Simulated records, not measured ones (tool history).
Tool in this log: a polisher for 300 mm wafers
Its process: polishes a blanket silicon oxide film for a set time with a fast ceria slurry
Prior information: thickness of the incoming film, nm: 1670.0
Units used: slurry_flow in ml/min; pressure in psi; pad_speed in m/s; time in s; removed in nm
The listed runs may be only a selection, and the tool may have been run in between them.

Run 1, hour 0.0: slurry_flow 225 ml/min, pressure 2.8 psi, pad_speed 1.20 m/s, time 20 s. Result: removed 445.73 nm.
Run 2, hour 4.3: slurry_flow 225 ml/min, pressure 3.3 psi, pad_speed 1.20 m/s, time 20 s. Result: removed 516.57 nm.
Run 3, hour 13.3: slurry_flow 225 ml/min, pressure 3.3 psi, pad_speed 1.48 m/s, time 20 s. Result: removed 620.46 nm.
Run 4, hour 18.5: slurry_flow 225 ml/min, pressure 3.7 psi, pad_speed 1.48 m/s, time 20 s. Result: removed 698.79 nm.
Run 5, hour 24.0: slurry_flow 170 ml/min, pressure 3.7 psi, pad_speed 1.48 m/s, time 20 s. Result: removed 678.04 nm.
Run 6, hour 30.6: slurry_flow 170 ml/min, pressure 3.3 psi, pad_speed 1.38 m/s, time 20 s. Result: removed 560.15 nm.

Predict the results of run 7:
Run 7, hour 31.6: slurry_flow 170 ml/min, pressure 3.0 psi, pad_speed 1.30 m/s, time 20 s. Result: removed ?.

For run 7 the tool returned removed 497.02 nm.

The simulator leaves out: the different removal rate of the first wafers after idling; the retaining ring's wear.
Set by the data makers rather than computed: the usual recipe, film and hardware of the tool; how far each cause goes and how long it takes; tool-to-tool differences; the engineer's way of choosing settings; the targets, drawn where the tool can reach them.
